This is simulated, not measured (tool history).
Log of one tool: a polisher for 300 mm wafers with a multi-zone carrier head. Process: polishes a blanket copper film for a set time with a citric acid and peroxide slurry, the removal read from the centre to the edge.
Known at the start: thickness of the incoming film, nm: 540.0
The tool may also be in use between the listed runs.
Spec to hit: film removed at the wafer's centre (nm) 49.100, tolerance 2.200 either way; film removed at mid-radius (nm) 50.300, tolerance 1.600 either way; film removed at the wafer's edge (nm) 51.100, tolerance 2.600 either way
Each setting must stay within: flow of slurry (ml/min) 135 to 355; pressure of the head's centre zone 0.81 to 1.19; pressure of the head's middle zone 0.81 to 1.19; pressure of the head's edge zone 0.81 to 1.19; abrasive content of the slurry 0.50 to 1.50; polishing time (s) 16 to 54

| run | day | flow of slurry (ml/min) | pressure of the head's centre zone | pressure of the head's middle zone | pressure of the head's edge zone | abrasive content of the slurry | polishing time (s) | film removed at the wafer's centre (nm) | film removed at mid-radius (nm) | film removed at the wafer's edge (nm) |
|---|---|---|---|---|---|---|---|---|---|---|
| 1 | 0.000 | 225 | 1.00 | 1.00 | 1.00 | 1.00 | 35 | 72.201 | 70.075 | 70.214 |
| 2 | 0.221 | 225 | 0.98 | 0.99 | 0.98 | 0.95 | 34 | 68.510 | 66.134 | 68.615 |
| 3 | 0.342 | 225 | 1.01 | 0.99 | 0.98 | 0.95 | 34 | 69.878 | 67.042 | 66.645 |
| 4 | 0.671 | 225 | 1.01 | 0.95 | 0.98 | 0.95 | 34 | 70.463 | 64.656 | 65.247 |
| 5 | 0.896 | 225 | 1.01 | 0.95 | 0.98 | 1.10 | 34 | 72.362 | 67.675 | 68.557 |
| 6 | 1.050 | 225 | 1.07 | 0.95 | 0.98 | 1.10 | 34 | 74.677 | 65.891 | 69.494 |
| 7 | 1.129 | 215 | 1.04 | 0.95 | 0.99 | 1.05 | 33 | 69.606 | 64.332 | 65.622 |
| 8 | 1.192 | 200 | 0.94 | 0.85 | 1.03 | 0.80 | 28 | 50.039 | 45.693 | 53.431 |
| 9 | 1.542 | 205 | 0.93 | 0.87 | 1.02 | 0.80 | 28 | 49.714 | 47.122 | 52.082 |
| 10 | 1.612 | 210 | 0.93 | 0.88 | 1.02 | 0.80 | 28 | 50.070 | 47.621 | 53.632 |
| 11 | 1.833 | 210 | 0.93 | 0.89 | 1.01 | 0.80 | 28 | 51.457 | 48.806 | 52.807 |

Which one of the following 4 next-run settings gets every result inside its allowed miss? There is exactly one.
| A | 2.054 | 190 | 0.91 | 0.83 | 1.01 | 0.90 | 30 | ? | ? | ? |
| B | 2.054 | 210 | 0.91 | 0.86 | 1.12 | 0.65 | 29 | ? | ? | ? |
| C | 2.054 | 235 | 0.90 | 0.94 | 0.96 | 0.60 | 30 | ? | ? | ? |
| D | 2.054 | 195 | 0.97 | 0.86 | 0.89 | 0.50 | 33 | ? | ? | ? |

| move | film removed at the wafer's centre (nm) | film removed at mid-radius (nm) | film removed at the wafer's edge (nm) |
|---|---|---|---|
| A | 53.853 | 50.133 | 57.051 |
| B | 48.523 | 46.265 | 53.457 |
| C | 49.315 | 50.572 | 51.198 |
| D | 54.141 | 48.863 | 51.542 |
A: its largest miss is bigger than the last run's
B: the furthest-off result lands on target, but another misses its tolerance
C: all results land within tolerance of their targets
D: its largest miss is bigger than the last run's
Answer: C
